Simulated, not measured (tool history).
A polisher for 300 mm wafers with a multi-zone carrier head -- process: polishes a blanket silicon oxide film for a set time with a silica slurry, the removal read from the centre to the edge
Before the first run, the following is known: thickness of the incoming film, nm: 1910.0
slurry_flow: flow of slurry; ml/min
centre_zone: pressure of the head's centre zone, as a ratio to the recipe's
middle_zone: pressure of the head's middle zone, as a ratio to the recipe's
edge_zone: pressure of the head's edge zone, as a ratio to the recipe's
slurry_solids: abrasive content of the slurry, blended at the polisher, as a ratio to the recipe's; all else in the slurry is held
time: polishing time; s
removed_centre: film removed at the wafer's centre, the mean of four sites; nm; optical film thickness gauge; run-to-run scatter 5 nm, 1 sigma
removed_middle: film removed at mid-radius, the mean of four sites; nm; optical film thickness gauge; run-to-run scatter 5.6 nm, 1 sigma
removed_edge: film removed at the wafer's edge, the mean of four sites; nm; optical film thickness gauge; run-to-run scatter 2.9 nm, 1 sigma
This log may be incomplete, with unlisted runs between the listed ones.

run,hour,slurry_flow,centre_zone,middle_zone,edge_zone,slurry_solids,time,removed_centre,removed_middle,removed_edge
1,0,135,1,1,1,1,75,321.24,321.44,311.95
2,3.7,135,1,1,1,0.85,75,310.81,302.09,293.92
3,5.8,135,1,0.96,1,0.85,75,306.38,297.44,296.75
4,12.5,105,1,0.96,1,0.85,75,279.97,267.27,284.08
5,13.6,105,1,1,1,0.85,75,287.46,284.75,286.82
6,19.8,115,0.99,1.03,1.03,1,76,304.71,317.64,317.23
7,21.4,150,1.01,1.13,1.13,1.25,79,379.39,411.61,384.53

The next listed run, before its measurement:
8,25.7,155,0.99,1.14,1.14,1.3,79,?,?,?

Run 8 produced removed_centre 378.93 nm, removed_middle 422.63 nm, removed_edge 398.74 nm.
